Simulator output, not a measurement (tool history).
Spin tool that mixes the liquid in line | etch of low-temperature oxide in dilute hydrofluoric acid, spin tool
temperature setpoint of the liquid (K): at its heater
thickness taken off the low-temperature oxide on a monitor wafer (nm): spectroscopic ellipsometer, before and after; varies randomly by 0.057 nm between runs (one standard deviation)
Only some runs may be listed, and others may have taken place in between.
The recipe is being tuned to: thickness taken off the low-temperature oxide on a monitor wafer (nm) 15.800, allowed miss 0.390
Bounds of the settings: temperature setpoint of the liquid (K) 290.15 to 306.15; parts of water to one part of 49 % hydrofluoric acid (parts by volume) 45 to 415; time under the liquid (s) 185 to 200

| run | day | temperature setpoint of the liquid (K) | parts of water to one part of 49 % hydrofluoric acid (parts by volume) | time under the liquid (s) | thickness taken off the low-temperature oxide on a monitor wafer (nm) |
|---|---|---|---|---|---|
| 1 | 0.000 | 298.15 | 230 | 185 | 24.463 |
| 2 | 0.329 | 295.65 | 240 | 185 | 21.249 |
| 3 | 0.417 | 294.15 | 245 | 185 | 19.536 |
| 4 | 0.688 | 294.15 | 245 | 200 | 21.168 |
| 5 | 0.904 | 293.15 | 255 | 200 | 19.350 |
| 6 | 1.179 | 292.15 | 260 | 200 | 18.264 |
| 7 | 1.542 | 291.65 | 265 | 200 | 17.436 |
| 8 | 1.675 | 291.15 | 265 | 200 | 17.193 |
| 9 | 2.000 | 290.65 | 270 | 200 | 16.409 |

Below are 4 possible settings for the next run. Only one of them brings all results inside the allowed miss of their targets. Which is it?
| A | 2.325 | 290.65 | 280 | 200 | ? |
| B | 2.325 | 291.65 | 270 | 200 | ? |
| C | 2.325 | 290.65 | 265 | 200 | ? |
| D | 2.325 | 290.15 | 250 | 190 | ? |

| move | thickness taken off the low-temperature oxide on a monitor wafer (nm) |
|---|---|
| A | 15.733 |
| B | 17.092 |
| C | 16.825 |
| D | 16.819 |
A: every result lands within tolerance
B: moves away from the targets compared with the last run
C: moves away from the targets compared with the last run
D: moves away from the targets compared with the last run
Move A is the one to make.
